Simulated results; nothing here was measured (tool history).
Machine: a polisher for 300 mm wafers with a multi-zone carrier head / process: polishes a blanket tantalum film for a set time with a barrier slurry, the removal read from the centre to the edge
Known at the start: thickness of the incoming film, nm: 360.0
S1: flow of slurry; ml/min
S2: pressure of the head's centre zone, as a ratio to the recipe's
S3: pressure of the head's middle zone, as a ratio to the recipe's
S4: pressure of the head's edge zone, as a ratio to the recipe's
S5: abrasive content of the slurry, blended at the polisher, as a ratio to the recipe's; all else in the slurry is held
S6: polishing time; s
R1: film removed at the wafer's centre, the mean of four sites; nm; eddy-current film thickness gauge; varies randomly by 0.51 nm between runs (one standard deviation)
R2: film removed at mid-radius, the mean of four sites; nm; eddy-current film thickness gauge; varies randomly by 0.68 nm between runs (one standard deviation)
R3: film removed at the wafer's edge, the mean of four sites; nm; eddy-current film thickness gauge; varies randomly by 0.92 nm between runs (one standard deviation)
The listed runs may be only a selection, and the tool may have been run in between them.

{"run": 1, "hour": 0.0, "S1": 210, "S2": 1.0, "S3": 1.0, "S4": 1.0, "S5": 1.0, "S6": 51, "R1": 55.196, "R2": 54.951, "R3": 56.481}
{"run": 2, "hour": 3.2, "S1": 215, "S2": 1.01, "S3": 1.0, "S4": 1.01, "S5": 1.0, "S6": 51, "R1": 56.19, "R2": 54.576, "R3": 57.239}
{"run": 3, "hour": 9.7, "S1": 220, "S2": 1.01, "S3": 1.01, "S4": 1.02, "S5": 1.0, "S6": 51, "R1": 56.559, "R2": 55.902, "R3": 56.377}
{"run": 4, "hour": 14.1, "S1": 220, "S2": 1.01, "S3": 1.01, "S4": 1.02, "S5": 1.05, "S6": 51, "R1": 57.375, "R2": 56.715, "R3": 57.279}
{"run": 5, "hour": 20.1, "S1": 220, "S2": 1.01, "S3": 1.01, "S4": 1.02, "S5": 0.85, "S6": 51, "R1": 53.636, "R2": 53.036, "R3": 52.753}
{"run": 6, "hour": 23.6, "S1": 220, "S2": 1.06, "S3": 1.01, "S4": 1.02, "S5": 0.85, "S6": 51, "R1": 56.206, "R2": 51.976, "R3": 53.903}
{"run": 7, "hour": 29.7, "S1": 220, "S2": 1.06, "S3": 1.01, "S4": 1.03, "S5": 0.9, "S6": 51, "R1": 57.275, "R2": 54.299, "R3": 54.978}
{"run": 8, "hour": 31.0, "S1": 220, "S2": 1.06, "S3": 1.01, "S4": 1.04, "S5": 0.95, "S6": 51, "R1": 58.127, "R2": 54.971, "R3": 56.754}

Estimate the outcome of run 9 from the log above:
{"run": 9, "hour": 37.2, "S1": 220, "S2": 1.06, "S3": 1.01, "S4": 1.05, "S5": 0.95, "S6": 51, "R1": "?", "R2": "?", "R3": "?"}

R1: 58.770 nm
R2: 54.229 nm
R3: 56.208 nm
